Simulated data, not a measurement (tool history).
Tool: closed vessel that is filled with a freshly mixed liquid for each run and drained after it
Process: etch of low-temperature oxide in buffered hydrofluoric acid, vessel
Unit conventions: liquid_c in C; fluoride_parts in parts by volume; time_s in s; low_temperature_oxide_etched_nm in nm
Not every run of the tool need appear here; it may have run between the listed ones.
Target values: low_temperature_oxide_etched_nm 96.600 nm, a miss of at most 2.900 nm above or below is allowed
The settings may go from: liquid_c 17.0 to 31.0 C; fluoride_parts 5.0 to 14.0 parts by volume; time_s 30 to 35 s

run,hour,liquid_c,fluoride_parts,time_s,low_temperature_oxide_etched_nm
1,0.0,23.0,8.5,35,150.220
2,1.7,21.0,9.0,35,126.030
3,3.2,21.0,11.0,35,108.160
4,9.8,20.5,11.0,35,104.570
5,16.2,24.0,11.0,35,126.900
6,20.7,22.5,11.0,35,117.100
7,22.9,21.5,11.0,35,110.430
8,27.6,21.0,11.0,35,108.020
9,35.0,20.5,11.0,35,103.640
10,41.6,20.0,11.0,35,101.750

Below are 5 possible settings for the next run. Only one of them brings all results inside the allowed miss of their targets. Which is it?
A,48.2,21.0,13.5,35,?
B,48.2,20.0,11.5,35,?
C,48.2,19.0,12.0,35,?
D,48.2,20.5,9.0,30,?
E,48.2,20.0,10.0,35,?

move,low_temperature_oxide_etched_nm
A,88.173
B,97.559
C,88.468
D,105.300
E,111.800
A: takes the result that was furthest off past its target
B: in spec on every target
C: takes the result that was furthest off past its target
D: its largest miss is bigger than the last run's
E: its largest miss is bigger than the last run's
B meets every target.
